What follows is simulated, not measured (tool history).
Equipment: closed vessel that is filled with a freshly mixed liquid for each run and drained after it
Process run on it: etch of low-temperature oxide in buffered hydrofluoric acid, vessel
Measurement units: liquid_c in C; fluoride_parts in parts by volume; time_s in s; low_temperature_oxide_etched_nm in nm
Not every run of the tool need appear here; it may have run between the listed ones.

| run | hour | liquid_c | fluoride_parts | time_s | low_temperature_oxide_etched_nm |
|---|---|---|---|---|---|
| 1 | 0 | 22 | 7 | 105 | 548.62 |
| 2 | 8.7 | 22 | 7 | 110 | 579.53 |
| 3 | 14.9 | 22 | 8.5 | 110 | 468.94 |
| 4 | 23 | 22 | 8 | 110 | 505.36 |
| 5 | 32.1 | 22 | 10 | 110 | 412.02 |
| 6 | 35.9 | 22 | 10 | 110 | 412.36 |
| 7 | 42.2 | 21.5 | 10 | 110 | 401.47 |
| 8 | 46.5 | 21 | 10 | 110 | 392.09 |

For run 9, what comes out?
| 9 | 55 | 20.5 | 10 | 110 | ? |

{"run 9": {"low_temperature_oxide_etched_nm": 382.68}}
